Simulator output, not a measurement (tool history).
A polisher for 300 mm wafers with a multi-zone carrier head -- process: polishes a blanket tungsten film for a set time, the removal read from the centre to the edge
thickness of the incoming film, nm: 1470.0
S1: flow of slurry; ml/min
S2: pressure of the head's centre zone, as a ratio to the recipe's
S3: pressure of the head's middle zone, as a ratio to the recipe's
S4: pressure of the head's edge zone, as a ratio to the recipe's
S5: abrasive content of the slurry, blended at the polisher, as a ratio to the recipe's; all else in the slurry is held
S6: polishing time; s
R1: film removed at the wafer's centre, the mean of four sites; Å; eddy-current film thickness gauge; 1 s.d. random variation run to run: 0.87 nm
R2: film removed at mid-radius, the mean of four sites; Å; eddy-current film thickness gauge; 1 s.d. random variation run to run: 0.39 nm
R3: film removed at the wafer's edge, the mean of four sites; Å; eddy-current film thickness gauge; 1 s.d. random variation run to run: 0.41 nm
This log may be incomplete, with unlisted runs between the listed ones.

Run 1, day 0: S1 175 ml/min, S2 1, S3 1, S4 1, S5 1, S6 30 s. Result: R1 1129.2 Å, R2 1125.9 Å, R3 1123 Å.
Run 2, day 0.217: S1 170 ml/min, S2 0.99, S3 1, S4 0.98, S5 0.95, S6 29 s. Result: R1 1025.1 Å, R2 1079.8 Å, R3 1056.2 Å.
Run 3, day 0.558: S1 170 ml/min, S2 0.99, S3 1, S4 0.98, S5 1.1, S6 29 s. Result: R1 1105.3 Å, R2 1117.5 Å, R3 1097.3 Å.
Run 4, day 0.742: S1 170 ml/min, S2 1.02, S3 1, S4 0.98, S5 1.1, S6 29 s. Result: R1 1147 Å, R2 1113.9 Å, R3 1112.3 Å.
Run 5, day 0.9: S1 175 ml/min, S2 1.02, S3 0.99, S4 0.96, S5 1.05, S6 28 s. Result: R1 1092 Å, R2 1051.4 Å, R3 1049.8 Å.
Run 6, day 1.271: S1 175 ml/min, S2 1.02, S3 0.99, S4 0.96, S5 1.15, S6 28 s. Result: R1 1142.9 Å, R2 1080.7 Å, R3 1083.2 Å.
Run 7, day 1.408: S1 175 ml/min, S2 1.02, S3 0.99, S4 0.94, S5 1.1, S6 27 s. Result: R1 1042.7 Å, R2 1027.2 Å, R3 995.06 Å.
Run 8, day 1.575: S1 175 ml/min, S2 1.02, S3 0.98, S4 0.93, S5 1.05, S6 26 s. Result: R1 1015.1 Å, R2 980.69 Å, R3 947.54 Å.
Run 9, day 1.804: S1 170 ml/min, S2 1.01, S3 0.96, S4 0.92, S5 1, S6 25 s. Result: R1 972.5 Å, R2 900.63 Å, R3 911.36 Å.
Run 10, day 1.938: S1 175 ml/min, S2 1, S3 0.96, S4 0.91, S5 0.95, S6 24 s. Result: R1 878.21 Å, R2 867.59 Å, R3 844.82 Å.
Run 11, day 2.275: S1 165 ml/min, S2 1, S3 0.86, S4 0.81, S5 0.7, S6 20 s. Result: R1 674.96 Å, R2 621.58 Å, R3 636.68 Å.
Run 12, day 2.571: S1 165 ml/min, S2 1, S3 0.87, S4 0.81, S5 0.7, S6 20 s. Result: R1 685.41 Å, R2 627.08 Å, R3 641.99 Å.
Run 13, day 2.729: S1 165 ml/min, S2 0.99, S3 0.88, S4 0.81, S5 0.7, S6 20 s. Result: R1 681.08 Å, R2 631.2 Å, R3 634.39 Å.
Run 14, day 2.788: S1 165 ml/min, S2 0.98, S3 0.89, S4 0.81, S5 0.7, S6 20 s. Result: R1 666.38 Å, R2 635.71 Å, R3 637.75 Å.
Run 15, day 3.05: S1 165 ml/min, S2 0.98, S3 0.9, S4 0.81, S5 0.7, S6 20 s. Result: R1 677.43 Å, R2 638.6 Å, R3 639.26 Å.
Run 16, day 3.392: S1 165 ml/min, S2 0.97, S3 0.91, S4 0.81, S5 0.7, S6 20 s. Result: R1 685.7 Å, R2 654.08 Å, R3 641.07 Å.
Run 17, day 3.721: S1 160 ml/min, S2 0.96, S3 0.92, S4 0.81, S5 0.7, S6 20 s. Result: R1 654.54 Å, R2 654.73 Å, R3 635.89 Å.
Run 18, day 4.05: S1 155 ml/min, S2 0.96, S3 0.93, S4 0.81, S5 0.7, S6 20 s. Result: R1 646.29 Å, R2 648.83 Å, R3 627.41 Å.
Run 19, day 4.075: S1 150 ml/min, S2 0.96, S3 0.94, S4 0.81, S5 0.7, S6 20 s. Result: R1 643.43 Å, R2 652.77 Å, R3 625.95 Å.
Run 20, day 4.354: S1 145 ml/min, S2 0.96, S3 0.94, S4 0.81, S5 0.7, S6 20 s. Result: R1 625.47 Å, R2 643.27 Å, R3 622.84 Å.

Run 21 is up next; what results do you expect?
Run 21, day 4.712: S1 145 ml/min, S2 0.96, S3 0.95, S4 0.81, S5 0.7, S6 20 s. Result: R1 ?, R2 ?, R3 ?.

Run 21 yielded R1 636.31 Å, R2 650.84 Å, R3 622.34 Å.
